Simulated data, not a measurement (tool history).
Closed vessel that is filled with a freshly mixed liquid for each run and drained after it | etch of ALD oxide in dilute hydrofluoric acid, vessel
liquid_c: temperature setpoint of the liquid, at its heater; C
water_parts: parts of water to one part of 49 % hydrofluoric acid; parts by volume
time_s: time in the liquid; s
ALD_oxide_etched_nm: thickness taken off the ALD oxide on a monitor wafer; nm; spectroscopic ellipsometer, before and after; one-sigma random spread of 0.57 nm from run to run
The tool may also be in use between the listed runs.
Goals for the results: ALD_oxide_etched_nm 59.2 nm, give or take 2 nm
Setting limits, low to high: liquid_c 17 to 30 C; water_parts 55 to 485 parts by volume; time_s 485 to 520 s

run 1 hour=0 | liquid_c=22 water_parts=270 time_s=485 | ALD_oxide_etched_nm=30.694
run 2 hour=1.4 | liquid_c=22 water_parts=320 time_s=485 | ALD_oxide_etched_nm=24.172
run 3 hour=5.6 | liquid_c=23.5 water_parts=290 time_s=485 | ALD_oxide_etched_nm=29.046
run 4 hour=7.1 | liquid_c=23.5 water_parts=290 time_s=520 | ALD_oxide_etched_nm=30.973
run 5 hour=11.2 | liquid_c=23.5 water_parts=290 time_s=520 | ALD_oxide_etched_nm=31.574
run 6 hour=13 | liquid_c=24.5 water_parts=265 time_s=520 | ALD_oxide_etched_nm=36.229
run 7 hour=19 | liquid_c=25.5 water_parts=245 time_s=520 | ALD_oxide_etched_nm=41.694
run 8 hour=21.4 | liquid_c=26.5 water_parts=235 time_s=520 | ALD_oxide_etched_nm=44.848
run 9 hour=25.6 | liquid_c=27 water_parts=225 time_s=520 | ALD_oxide_etched_nm=48.385
run 10 hour=34.1 | liquid_c=27.5 water_parts=220 time_s=520 | ALD_oxide_etched_nm=50.15
run 11 hour=41.4 | liquid_c=27.5 water_parts=220 time_s=520 | ALD_oxide_etched_nm=51.029
run 12 hour=48 | liquid_c=28 water_parts=215 time_s=520 | ALD_oxide_etched_nm=52.754
run 13 hour=50.9 | liquid_c=28.5 water_parts=210 time_s=520 | ALD_oxide_etched_nm=55.714
run 14 hour=56 | liquid_c=28.5 water_parts=210 time_s=520 | ALD_oxide_etched_nm=55.644
run 15 hour=58.7 | liquid_c=29 water_parts=210 time_s=520 | ALD_oxide_etched_nm=56.566

Consider the 5 candidate settings below. Which is the only one whose results all fall within their allowed miss of target?
run A hour=61.4 | liquid_c=27 water_parts=190 time_s=520 | ALD_oxide_etched_nm=?
run B hour=61.4 | liquid_c=30 water_parts=225 time_s=505 | ALD_oxide_etched_nm=?
run C hour=61.4 | liquid_c=29.5 water_parts=225 time_s=520 | ALD_oxide_etched_nm=?
run D hour=61.4 | liquid_c=27.5 water_parts=210 time_s=510 | ALD_oxide_etched_nm=?
run E hour=61.4 | liquid_c=29.5 water_parts=215 time_s=500 | ALD_oxide_etched_nm=?

move=A ALD_oxide_etched_nm=59.246
move=B ALD_oxide_etched_nm=51.781
move=C ALD_oxide_etched_nm=52.42
move=D ALD_oxide_etched_nm=52.295
move=E ALD_oxide_etched_nm=53.377
A: all results in spec
B: its largest miss is bigger than the last run's
C: its largest miss is bigger than the last run's
D: its largest miss is bigger than the last run's
E: its largest miss is bigger than the last run's
The right move is A.

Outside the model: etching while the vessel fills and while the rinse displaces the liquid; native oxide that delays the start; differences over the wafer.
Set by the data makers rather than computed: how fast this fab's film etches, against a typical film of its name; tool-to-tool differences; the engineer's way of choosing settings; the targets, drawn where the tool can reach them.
